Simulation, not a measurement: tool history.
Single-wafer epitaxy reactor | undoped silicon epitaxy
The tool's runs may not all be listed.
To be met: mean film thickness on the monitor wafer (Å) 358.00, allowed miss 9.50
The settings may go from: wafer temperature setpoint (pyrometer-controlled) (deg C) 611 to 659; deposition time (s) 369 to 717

run	hour	wafer temperature setpoint (pyrometer-controlled) (deg C)	deposition time (s)	mean film thickness on the monitor wafer (Å)
1	0.0	635	543	632.90
2	1.3	635	510	597.70
3	7.6	632	509	562.89
4	10.6	636	509	607.20
5	13.7	633	507	570.58
6	18.2	633	480	541.93
7	24.2	631	479	519.70
8	27.5	629	478	496.83
9	30.7	627	477	476.62
10	37.7	625	476	454.66
11	46.1	624	476	444.85
12	52.2	623	476	437.61

4 next moves are on the table. One of them brings every result within its allowed miss. Which?
A	58.3	616	447	?
B	58.3	619	459	?
C	58.3	611	464	?
D	58.3	628	502	?

move	mean film thickness on the monitor wafer (Å)
A	355.66
B	388.38
C	332.95
D	509.73
A: meets every target
B: nearer than the last run, and not there yet
C: takes the result that was furthest off past its target
D: further off than the last run
Answer: A

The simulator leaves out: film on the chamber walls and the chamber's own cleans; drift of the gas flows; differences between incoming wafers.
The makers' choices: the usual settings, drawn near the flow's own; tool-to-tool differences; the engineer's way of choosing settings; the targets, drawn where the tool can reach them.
